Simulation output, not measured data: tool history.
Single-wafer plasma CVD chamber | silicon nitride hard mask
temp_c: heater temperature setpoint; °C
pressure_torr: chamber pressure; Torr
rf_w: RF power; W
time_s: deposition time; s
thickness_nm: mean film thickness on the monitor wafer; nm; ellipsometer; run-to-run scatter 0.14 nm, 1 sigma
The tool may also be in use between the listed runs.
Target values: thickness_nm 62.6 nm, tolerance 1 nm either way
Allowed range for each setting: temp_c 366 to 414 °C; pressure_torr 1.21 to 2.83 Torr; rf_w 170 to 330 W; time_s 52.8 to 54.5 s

run 1 hour=0 | temp_c=390 pressure_torr=2.02 rf_w=250 time_s=52.8 | thickness_nm=50.732
run 2 hour=1 | temp_c=390 pressure_torr=2.22 rf_w=250 time_s=52.8 | thickness_nm=51.517
run 3 hour=6 | temp_c=390 pressure_torr=2.33 rf_w=265 time_s=52.9 | thickness_nm=54.301
run 4 hour=8.1 | temp_c=390 pressure_torr=2.2 rf_w=265 time_s=52.9 | thickness_nm=53.698
run 5 hour=14.5 | temp_c=390 pressure_torr=1.85 rf_w=265 time_s=52.9 | thickness_nm=51.92
-- hour=17.2 RF generator calibrated
run 6 hour=17.2 | temp_c=390 pressure_torr=2.04 rf_w=280 time_s=53 | thickness_nm=57.896
run 7 hour=22.4 | temp_c=390 pressure_torr=2.16 rf_w=285 time_s=53 | thickness_nm=59.221
run 8 hour=28.4 | temp_c=390 pressure_torr=2.26 rf_w=285 time_s=53 | thickness_nm=59.662
run 9 hour=36.9 | temp_c=390 pressure_torr=2.35 rf_w=285 time_s=53 | thickness_nm=60.215

Which single option among these 5 for the next run brings every result within its allowed miss of target? Just one does.
run A hour=45.4 | temp_c=388 pressure_torr=2.4 rf_w=285 time_s=53.3 | thickness_nm=?
run B hour=45.4 | temp_c=384 pressure_torr=2.3 rf_w=270 time_s=54.5 | thickness_nm=?
run C hour=45.4 | temp_c=384 pressure_torr=2.22 rf_w=300 time_s=53.9 | thickness_nm=?
run D hour=45.4 | temp_c=397 pressure_torr=1.97 rf_w=290 time_s=54.3 | thickness_nm=?
run E hour=45.4 | temp_c=385 pressure_torr=2.21 rf_w=285 time_s=53 | thickness_nm=?

move=A thickness_nm=60.932
move=B thickness_nm=59.681
move=C thickness_nm=62.805
move=D thickness_nm=60.069
move=E thickness_nm=59.635
A: moves toward the targets from the last run without getting all of them in spec
B: further off than the last run
C: hits every target within its allowed miss
D: further off than the last run
E: further off than the last run
Go with C: it meets all targets.

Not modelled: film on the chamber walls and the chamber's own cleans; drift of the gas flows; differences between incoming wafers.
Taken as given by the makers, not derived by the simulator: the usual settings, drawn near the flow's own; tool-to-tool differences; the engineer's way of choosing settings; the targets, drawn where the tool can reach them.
